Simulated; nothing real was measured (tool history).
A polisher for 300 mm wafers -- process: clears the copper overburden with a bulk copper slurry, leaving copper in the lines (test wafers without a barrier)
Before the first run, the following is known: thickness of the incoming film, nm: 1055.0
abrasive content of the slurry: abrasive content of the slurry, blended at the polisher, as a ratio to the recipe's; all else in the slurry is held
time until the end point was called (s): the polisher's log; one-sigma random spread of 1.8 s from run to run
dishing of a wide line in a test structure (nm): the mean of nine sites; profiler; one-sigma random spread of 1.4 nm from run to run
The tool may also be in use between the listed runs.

| run | hour | flow of slurry (ml/min) | pressure of the wafer on the pad (psi) | speed of the pad under the wafer (m/s) | abrasive content of the slurry | overpolish time after the end point (s) | time until the end point was called (s) | dishing of a wide line in a test structure (nm) |
|---|---|---|---|---|---|---|---|---|
| 1 | 0 | 160 | 2 | 1.24 | 1 | 11 | 154.03 | 43.852 |
| 2 | 6.9 | 160 | 2 | 1.24 | 0.85 | 11 | 158.48 | 43.237 |
| 3 | 8.7 | 160 | 2 | 1.24 | 1.05 | 11 | 151.88 | 45.087 |
| 4 | 17.7 | 195 | 2 | 1.24 | 1.05 | 11 | 151.53 | 47.296 |
| 5 | 21.1 | 195 | 2 | 0.92 | 1.05 | 11 | 200.04 | 37.304 |
| 6 | 23.2 | 195 | 2.1 | 0.92 | 1.05 | 11 | 190.29 | 38.334 |
|  | 24.6 | slurry blender recalibrated |
| 7 | 24.6 | 195 | 2.2 | 0.94 | 1.05 | 12 | 171.74 | 45.512 |
| 8 | 29.8 | 195 | 2.8 | 0.96 | 1.05 | 14 | 133.08 | 61.918 |

For run 9, what comes out?
| 9 | 38 | 195 | 2.8 | 0.96 | 1.05 | 14 | ? | ? |

time until the end point was called (s): 132.85
dishing of a wide line in a test structure (nm): 62.161
